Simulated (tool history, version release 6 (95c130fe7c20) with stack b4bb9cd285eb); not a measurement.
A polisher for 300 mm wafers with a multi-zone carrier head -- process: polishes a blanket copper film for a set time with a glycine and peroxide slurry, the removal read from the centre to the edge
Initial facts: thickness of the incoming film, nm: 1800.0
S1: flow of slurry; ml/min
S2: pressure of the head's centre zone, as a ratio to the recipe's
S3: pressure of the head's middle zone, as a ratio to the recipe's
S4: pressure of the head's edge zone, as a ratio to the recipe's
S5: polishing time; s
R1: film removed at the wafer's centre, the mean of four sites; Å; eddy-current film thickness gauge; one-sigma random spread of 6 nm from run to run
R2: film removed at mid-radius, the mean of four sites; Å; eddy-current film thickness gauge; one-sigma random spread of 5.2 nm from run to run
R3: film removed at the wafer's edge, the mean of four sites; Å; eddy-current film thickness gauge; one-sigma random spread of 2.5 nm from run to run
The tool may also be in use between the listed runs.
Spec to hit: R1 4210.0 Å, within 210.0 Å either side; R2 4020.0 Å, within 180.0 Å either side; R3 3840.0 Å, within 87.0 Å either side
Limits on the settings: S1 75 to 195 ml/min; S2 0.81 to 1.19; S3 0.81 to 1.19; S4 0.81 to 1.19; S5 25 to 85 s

Run 1, hour 0.0: S1 125 ml/min, S2 1.00, S3 1.00, S4 1.00, S5 55 s. Result: R1 2918.3 Å, R2 2902.2 Å, R3 2845.9 Å.
Run 2, hour 8.9: S1 125 ml/min, S2 1.00, S3 1.00, S4 1.08, S5 55 s. Result: R1 2820.1 Å, R2 2924.4 Å, R3 2976.8 Å.
Run 3, hour 14.9: S1 140 ml/min, S2 1.05, S3 1.02, S4 1.10, S5 58 s. Result: R1 3243.2 Å, R2 3119.4 Å, R3 3239.8 Å.
Run 4, hour 18.4: S1 140 ml/min, S2 1.05, S3 1.02, S4 1.16, S5 58 s. Result: R1 3235.5 Å, R2 3101.0 Å, R3 3324.4 Å.
Run 5, hour 27.3: S1 140 ml/min, S2 1.10, S3 1.02, S4 1.16, S5 58 s. Result: R1 3402.7 Å, R2 3115.9 Å, R3 3321.0 Å.
Run 6, hour 30.9: S1 150 ml/min, S2 1.11, S3 1.07, S4 1.16, S5 60 s. Result: R1 3649.0 Å, R2 3415.4 Å, R3 3465.5 Å.
Run 7, hour 39.0: S1 160 ml/min, S2 1.12, S3 1.09, S4 1.17, S5 61 s. Result: R1 3797.1 Å, R2 3537.0 Å, R3 3584.9 Å.
Run 8, hour 45.6: S1 165 ml/min, S2 1.13, S3 1.11, S4 1.17, S5 62 s. Result: R1 3805.5 Å, R2 3618.3 Å, R3 3626.8 Å.
Run 9, hour 53.7: S1 170 ml/min, S2 1.15, S3 1.13, S4 1.17, S5 63 s. Result: R1 3983.3 Å, R2 3749.5 Å, R3 3671.6 Å.

Pick the move, out of 5, that brings all results within their allowed miss; only one does.
Run A, hour 61.8: S1 140 ml/min, S2 1.05, S3 1.17, S4 1.13, S5 68 s. Result: R1 ?, R2 ?, R3 ?.
Run B, hour 61.8: S1 170 ml/min, S2 1.07, S3 1.03, S4 1.17, S5 65 s. Result: R1 ?, R2 ?, R3 ?.
Run C, hour 61.8: S1 165 ml/min, S2 1.01, S3 1.19, S4 1.15, S5 61 s. Result: R1 ?, R2 ?, R3 ?.
Run D, hour 61.8: S1 155 ml/min, S2 1.19, S3 1.09, S4 1.19, S5 65 s. Result: R1 ?, R2 ?, R3 ?.
Run E, hour 61.8: S1 190 ml/min, S2 1.14, S3 1.16, S4 1.14, S5 66 s. Result: R1 ?, R2 ?, R3 ?.

move      R1      R2      R3
   A  3847.5  3916.0  3830.3
   B  3867.9  3538.0  3809.6
   C  3411.6  3641.2  3526.9
   D  4242.4  3621.4  3804.9
   E  4260.9  3944.6  3853.4
A: the worst result of the last run now meets its target, but another is out of spec
B: the worst result of the last run now meets its target, but another is out of spec
C: lands further from the targets than the last run did
D: the worst result of the last run now meets its target, but another is out of spec
E: meets every target
Move E is the one to make.
